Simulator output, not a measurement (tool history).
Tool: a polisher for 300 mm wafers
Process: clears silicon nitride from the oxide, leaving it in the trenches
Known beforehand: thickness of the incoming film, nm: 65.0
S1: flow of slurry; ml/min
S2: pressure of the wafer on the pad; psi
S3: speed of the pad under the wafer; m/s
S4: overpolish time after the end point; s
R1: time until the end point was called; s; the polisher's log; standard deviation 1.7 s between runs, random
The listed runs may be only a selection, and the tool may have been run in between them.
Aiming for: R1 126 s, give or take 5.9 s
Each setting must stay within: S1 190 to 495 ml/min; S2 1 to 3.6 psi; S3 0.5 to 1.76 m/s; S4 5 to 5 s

run,hour,S1,S2,S3,S4,R1
1,0,320,2.3,1.12,5,98.593
2,5.4,320,2.2,1.12,5,97.441
3,7.3,375,2.2,1.12,5,99.451
4,8.9,375,2.6,1.12,5,88.689
5,13.9,375,2.4,1.1,5,94.365
# hour 21.8: head pressure recalibrated
6,21.8,375,2.4,0.84,5,109.84
7,30.8,375,2.3,0.84,5,112.23
8,36,375,2.2,0.84,5,114.07

Exercise: of the 5 proposed moves below, exactly one satisfies all targets within the stated allowed misses. Which move is it?
A,41.2,325,2.7,0.88,5,?
B,41.2,430,2.3,0.56,5,?
C,41.2,335,2,0.82,5,?
D,41.2,380,2.1,0.9,5,?
E,41.2,425,2.7,0.68,5,?

move,R1
A,97.178
B,145.86
C,128.75
D,114.95
E,113.61
A: further off than the last run
B: takes the result that was furthest off past its target
C: in spec on every target
D: nearer the targets than the last run, but a result is still out of spec
E: roughly where the last run was
Move C is the one to make.

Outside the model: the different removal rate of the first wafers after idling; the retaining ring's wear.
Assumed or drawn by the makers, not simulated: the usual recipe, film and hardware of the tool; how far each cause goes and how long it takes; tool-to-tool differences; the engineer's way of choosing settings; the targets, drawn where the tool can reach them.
